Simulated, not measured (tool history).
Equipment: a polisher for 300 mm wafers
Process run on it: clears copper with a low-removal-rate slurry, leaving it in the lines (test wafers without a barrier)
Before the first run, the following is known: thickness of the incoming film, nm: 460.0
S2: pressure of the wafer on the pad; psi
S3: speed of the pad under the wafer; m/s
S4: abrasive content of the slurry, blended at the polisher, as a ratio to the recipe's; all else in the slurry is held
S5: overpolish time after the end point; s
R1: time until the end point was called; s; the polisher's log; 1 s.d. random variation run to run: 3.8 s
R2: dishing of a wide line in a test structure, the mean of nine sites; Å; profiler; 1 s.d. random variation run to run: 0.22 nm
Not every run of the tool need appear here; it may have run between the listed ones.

run 1 day=0.000 | flow_of_slurry_(ml/min)=215 S2=2.9 S3=1.34 S4=1.0 S5=14 | R1=130.80 R2=363.12
run 2 day=0.312 | flow_of_slurry_(ml/min)=215 S2=2.6 S3=1.26 S4=1.0 S5=12 | R1=155.94 R2=284.10
run 3 day=0.504 | flow_of_slurry_(ml/min)=215 S2=2.6 S3=1.26 S4=0.9 S5=12 | R1=155.45 R2=285.74
run 4 day=0.875 | flow_of_slurry_(ml/min)=215 S2=2.4 S3=1.20 S4=0.9 S5=10 | R1=175.56 R2=225.92
run 5 day=1.212 | flow_of_slurry_(ml/min)=215 S2=2.4 S3=1.40 S4=0.9 S5=10 | R1=152.04 R2=248.21
run 6 day=1.317 | flow_of_slurry_(ml/min)=215 S2=2.2 S3=1.34 S4=0.9 S5=9 | R1=172.35 R2=203.24
-- day=1.342 worn pad replaced by a new one
run 7 day=1.342 | flow_of_slurry_(ml/min)=215 S2=2.0 S3=1.32 S4=0.9 S5=9 | R1=177.80 R2=194.61
run 8 day=1.662 | flow_of_slurry_(ml/min)=215 S2=1.8 S3=1.26 S4=0.9 S5=9 | R1=209.62 R2=171.00
run 9 day=1.692 | flow_of_slurry_(ml/min)=215 S2=1.7 S3=1.24 S4=0.9 S5=9 | R1=224.94 R2=166.15

Forecast run 10:
run 10 day=1.879 | flow_of_slurry_(ml/min)=215 S2=1.6 S3=1.24 S4=0.9 S5=9 | R1=? R2=?

{"run 10": {"R1": 238.06, "R2": 157.32}}
